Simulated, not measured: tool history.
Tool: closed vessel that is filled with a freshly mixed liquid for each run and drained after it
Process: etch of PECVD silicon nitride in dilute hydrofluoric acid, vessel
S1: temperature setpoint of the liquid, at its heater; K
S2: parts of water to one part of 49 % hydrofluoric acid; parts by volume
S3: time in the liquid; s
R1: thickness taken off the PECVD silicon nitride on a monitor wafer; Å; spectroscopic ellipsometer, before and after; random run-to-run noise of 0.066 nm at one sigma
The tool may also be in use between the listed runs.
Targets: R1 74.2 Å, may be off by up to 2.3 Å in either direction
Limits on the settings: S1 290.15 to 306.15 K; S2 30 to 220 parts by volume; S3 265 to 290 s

| run | hour | S1 | S2 | S3 | R1 |
|---|---|---|---|---|---|
| 1 | 0 | 298.15 | 125 | 265 | 122.32 |
| 2 | 3.4 | 298.15 | 125 | 290 | 134.84 |
| 3 | 8.2 | 298.15 | 125 | 290 | 135.28 |
| 4 | 16.1 | 301.65 | 125 | 290 | 169.68 |
| 5 | 24.9 | 299.65 | 130 | 290 | 140.66 |
| 6 | 33.5 | 298.15 | 130 | 290 | 131.15 |
| 7 | 37.1 | 294.15 | 155 | 290 | 85.373 |
| 8 | 39.5 | 293.65 | 155 | 290 | 82.279 |
| 9 | 41.2 | 293.15 | 155 | 290 | 78.624 |

5 candidate next runs follow, results not yet known. Just one meets every target within its allowed miss. Identify it.
| A | 42.9 | 294.15 | 150 | 270 | ? |
| B | 42.9 | 292.15 | 125 | 275 | ? |
| C | 42.9 | 295.15 | 155 | 280 | ? |
| D | 42.9 | 291.15 | 130 | 290 | ? |
| E | 42.9 | 292.65 | 150 | 275 | ? |

| move | R1 |
|---|---|
| A | 78.905 |
| B | 83.938 |
| C | 84.636 |
| D | 79.591 |
| E | 72.719 |
A: the biggest miss grows against the last run
B: the biggest miss grows against the last run
C: the biggest miss grows against the last run
D: the biggest miss grows against the last run
E: all results land within tolerance of their targets
The move that meets every target is E.

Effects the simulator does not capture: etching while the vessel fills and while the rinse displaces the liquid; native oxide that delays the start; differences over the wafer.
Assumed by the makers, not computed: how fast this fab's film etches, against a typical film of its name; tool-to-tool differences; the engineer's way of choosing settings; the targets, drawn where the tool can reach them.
